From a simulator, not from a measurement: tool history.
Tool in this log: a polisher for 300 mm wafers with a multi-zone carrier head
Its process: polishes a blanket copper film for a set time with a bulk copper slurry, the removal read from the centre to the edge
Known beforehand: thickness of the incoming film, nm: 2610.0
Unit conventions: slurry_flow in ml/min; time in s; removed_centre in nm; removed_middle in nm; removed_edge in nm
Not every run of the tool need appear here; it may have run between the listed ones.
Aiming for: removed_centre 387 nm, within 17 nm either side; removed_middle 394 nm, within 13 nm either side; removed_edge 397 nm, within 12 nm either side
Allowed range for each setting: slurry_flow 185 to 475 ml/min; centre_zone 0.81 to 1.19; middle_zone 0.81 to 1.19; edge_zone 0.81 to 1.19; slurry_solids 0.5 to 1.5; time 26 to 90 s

Run 1, hour 0: slurry_flow 305 ml/min, centre_zone 1, middle_zone 1, edge_zone 1, slurry_solids 1, time 58 s. Result: removed_centre 595.43 nm, removed_middle 568.3 nm, removed_edge 543.26 nm.
Run 2, hour 3.1: slurry_flow 305 ml/min, centre_zone 1, middle_zone 1, edge_zone 1, slurry_solids 1, time 44 s. Result: removed_centre 444.58 nm, removed_middle 436.15 nm, removed_edge 415.59 nm.
Run 3, hour 11.9: slurry_flow 305 ml/min, centre_zone 1, middle_zone 1, edge_zone 1.05, slurry_solids 1, time 44 s. Result: removed_centre 440.46 nm, removed_middle 426.64 nm, removed_edge 420.29 nm.
Run 4, hour 18.7: slurry_flow 335 ml/min, centre_zone 1, middle_zone 1, edge_zone 1.05, slurry_solids 1, time 44 s. Result: removed_centre 453.57 nm, removed_middle 438.81 nm, removed_edge 426.18 nm.
Run 5, hour 25: slurry_flow 310 ml/min, centre_zone 0.98, middle_zone 0.99, edge_zone 1.04, slurry_solids 0.95, time 44 s. Result: removed_centre 439.21 nm, removed_middle 424.27 nm, removed_edge 419.45 nm.
Run 6, hour 30.5: slurry_flow 335 ml/min, centre_zone 0.98, middle_zone 0.99, edge_zone 1.04, slurry_solids 0.95, time 44 s. Result: removed_centre 442.33 nm, removed_middle 435.46 nm, removed_edge 417.59 nm.
Run 7, hour 34.7: slurry_flow 305 ml/min, centre_zone 0.96, middle_zone 0.98, edge_zone 1.04, slurry_solids 0.9, time 44 s. Result: removed_centre 412.29 nm, removed_middle 412.92 nm, removed_edge 413.17 nm.
Run 8, hour 41.3: slurry_flow 295 ml/min, centre_zone 0.96, middle_zone 0.98, edge_zone 1.03, slurry_solids 0.85, time 44 s. Result: removed_centre 420.36 nm, removed_middle 411.27 nm, removed_edge 403.44 nm.
Run 9, hour 47.8: slurry_flow 280 ml/min, centre_zone 0.94, middle_zone 0.98, edge_zone 1.03, slurry_solids 0.85, time 44 s. Result: removed_centre 407.31 nm, removed_middle 411.21 nm, removed_edge 403.36 nm.

5 next moves are on the table. One of them brings every result within its allowed miss. Which?
Run A, hour 54.3: slurry_flow 220 ml/min, centre_zone 0.95, middle_zone 0.91, edge_zone 1.05, slurry_solids 1.05, time 45 s. Result: removed_centre ?, removed_middle ?, removed_edge ?.
Run B, hour 54.3: slurry_flow 270 ml/min, centre_zone 0.92, middle_zone 0.97, edge_zone 1.05, slurry_solids 1, time 42 s. Result: removed_centre ?, removed_middle ?, removed_edge ?.
Run C, hour 54.3: slurry_flow 290 ml/min, centre_zone 1.03, middle_zone 1.04, edge_zone 0.93, slurry_solids 0.7, time 46 s. Result: removed_centre ?, removed_middle ?, removed_edge ?.
Run D, hour 54.3: slurry_flow 335 ml/min, centre_zone 0.91, middle_zone 1.07, edge_zone 1, slurry_solids 0.8, time 44 s. Result: removed_centre ?, removed_middle ?, removed_edge ?.
Run E, hour 54.3: slurry_flow 350 ml/min, centre_zone 0.91, middle_zone 1.06, edge_zone 0.9, slurry_solids 1.05, time 41 s. Result: removed_centre ?, removed_middle ?, removed_edge ?.

move  removed_centre  removed_middle  removed_edge
   A           419.2          400.96        423.71
   B          387.53          401.47        399.26
   C          446.47          441.02        390.21
   D          395.75          448.69        398.79
   E          389.05          437.49        373.51
A: the furthest-off result lands on target, but another misses its tolerance
B: all results in spec
C: lands further from the targets than the last run did
D: lands further from the targets than the last run did
E: lands further from the targets than the last run did
The move that meets every target is B.
